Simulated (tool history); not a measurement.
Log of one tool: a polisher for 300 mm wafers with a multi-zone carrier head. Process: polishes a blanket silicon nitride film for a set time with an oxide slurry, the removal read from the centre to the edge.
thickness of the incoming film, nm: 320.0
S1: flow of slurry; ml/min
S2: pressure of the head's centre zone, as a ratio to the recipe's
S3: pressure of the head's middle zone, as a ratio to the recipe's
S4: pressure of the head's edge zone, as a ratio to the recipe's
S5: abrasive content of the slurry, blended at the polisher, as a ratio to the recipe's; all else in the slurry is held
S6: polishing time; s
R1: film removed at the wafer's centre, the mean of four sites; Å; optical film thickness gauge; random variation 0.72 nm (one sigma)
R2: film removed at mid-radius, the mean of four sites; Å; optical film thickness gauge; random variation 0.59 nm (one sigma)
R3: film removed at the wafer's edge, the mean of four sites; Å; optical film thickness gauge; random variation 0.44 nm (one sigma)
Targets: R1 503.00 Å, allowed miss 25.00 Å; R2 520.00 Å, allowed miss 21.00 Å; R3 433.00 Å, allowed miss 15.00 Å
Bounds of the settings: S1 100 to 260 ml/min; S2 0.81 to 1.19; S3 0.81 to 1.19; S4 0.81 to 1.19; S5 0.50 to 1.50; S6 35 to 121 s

run,day,S1,S2,S3,S4,S5,S6,R1,R2,R3
1,0.000,165,1.00,1.00,1.00,1.00,78,439.12,423.35,412.51
2,0.321,165,0.92,1.00,1.00,1.00,78,395.93,420.83,410.19
3,0.608,165,0.92,1.00,1.00,1.00,59,302.79,333.49,310.10
4,0.888,125,0.92,1.00,1.00,1.00,59,271.03,309.51,305.16
5,0.988,135,0.94,1.02,1.01,1.10,59,297.18,329.27,314.82
6,1.175,135,0.94,1.02,1.01,1.00,59,285.38,319.79,306.69
7,1.358,145,0.95,1.04,1.02,1.10,61,320.72,353.68,332.07
8,1.608,195,1.05,1.14,1.10,1.35,64,422.80,437.37,402.16
9,1.925,200,1.05,1.15,1.08,1.40,64,428.38,459.21,408.13
10,2.292,200,1.05,1.15,1.08,1.40,64,432.24,463.41,401.73

5 next moves are on the table. One of them brings every result within its allowed miss. Which?
A,2.658,225,0.86,1.16,0.93,1.50,69,?,?,?
B,2.658,190,1.14,1.14,1.09,1.15,66,?,?,?
C,2.658,190,0.96,1.15,1.07,1.40,58,?,?,?
D,2.658,230,1.10,1.16,1.01,1.50,68,?,?,?
E,2.658,110,1.19,0.93,1.14,1.10,84,?,?,?

move,R1,R2,R3
A,404.91,519.95,416.47
B,457.91,437.27,386.59
C,361.63,413.77,359.59
D,513.07,513.21,427.81
E,519.30,414.49,454.64
A: further off than the last run
B: further off than the last run
C: further off than the last run
D: meets every target
E: brings the result that was furthest off to its target, and leaves another outside
Answer: D
